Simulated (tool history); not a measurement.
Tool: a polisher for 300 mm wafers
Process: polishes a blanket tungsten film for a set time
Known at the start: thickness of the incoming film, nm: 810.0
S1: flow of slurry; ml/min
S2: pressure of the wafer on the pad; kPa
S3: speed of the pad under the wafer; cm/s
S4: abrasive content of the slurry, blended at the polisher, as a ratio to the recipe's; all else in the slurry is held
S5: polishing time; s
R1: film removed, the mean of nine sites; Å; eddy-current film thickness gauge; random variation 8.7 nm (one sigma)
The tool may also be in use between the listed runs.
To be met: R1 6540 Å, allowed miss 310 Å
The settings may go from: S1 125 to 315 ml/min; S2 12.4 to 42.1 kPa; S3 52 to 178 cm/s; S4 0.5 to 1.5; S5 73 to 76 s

run	day	S1	S2	S3	S4	S5	R1
1	0	205	26.9	114	1	73	4184.3
2	0.329	205	26.9	92	1	73	3539
3	0.604	205	31.7	94	1	73	4000
4	0.75	230	31.7	94	1	73	4063
5	0.879	230	31.7	76	1	73	3421.3
6	1.025	230	28.3	76	1	73	3286.2
7	1.208	230	32.4	92	1	73	4156.9
8	1.45	235	35.2	98	1	73	4598.9
9	1.667	235	37.2	104	1	73	4893.5

Which of these 5 next moves meets every target?
A	1.883	215	33.1	64	1.1	73	?
B	1.883	250	39.3	72	1.15	73	?
C	1.883	230	37.2	142	0.9	76	?
D	1.883	255	42.1	136	1.25	76	?
E	1.883	265	32.4	80	0.95	73	?

move	R1
A	3192.8
B	3977.5
C	6389
D	7206.8
E	3658.3
A: further off than the last run
B: further off than the last run
C: meets every target
D: takes the result that was furthest off past its target
E: further off than the last run
Move C is the one to make.
